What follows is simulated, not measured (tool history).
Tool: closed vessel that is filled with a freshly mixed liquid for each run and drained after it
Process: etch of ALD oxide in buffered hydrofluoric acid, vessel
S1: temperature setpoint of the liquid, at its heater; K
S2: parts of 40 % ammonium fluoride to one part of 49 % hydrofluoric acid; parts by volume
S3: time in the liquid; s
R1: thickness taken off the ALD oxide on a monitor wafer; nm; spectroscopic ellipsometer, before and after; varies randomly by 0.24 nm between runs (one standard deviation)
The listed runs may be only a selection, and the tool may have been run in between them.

| run | hour | S1 | S2 | S3 | R1 |
|---|---|---|---|---|---|
| 1 | 0.0 | 296.15 | 15.0 | 30 | 44.771 |
| 2 | 1.5 | 296.15 | 11.0 | 30 | 59.524 |
| 3 | 9.8 | 296.15 | 8.5 | 30 | 75.387 |
| 4 | 11.7 | 294.15 | 11.5 | 30 | 51.755 |
| 5 | 20.6 | 292.15 | 11.5 | 30 | 45.876 |
| 6 | 29.0 | 291.65 | 13.5 | 30 | 38.107 |
| 7 | 34.3 | 291.15 | 14.5 | 30 | 34.468 |

The next listed run, before its measurement:
|  | 37.8 | hydrofluoric acid flow meter replaced |
| 8 | 37.8 | 290.15 | 18.0 | 30 | ? |

R1: 25.096 nm

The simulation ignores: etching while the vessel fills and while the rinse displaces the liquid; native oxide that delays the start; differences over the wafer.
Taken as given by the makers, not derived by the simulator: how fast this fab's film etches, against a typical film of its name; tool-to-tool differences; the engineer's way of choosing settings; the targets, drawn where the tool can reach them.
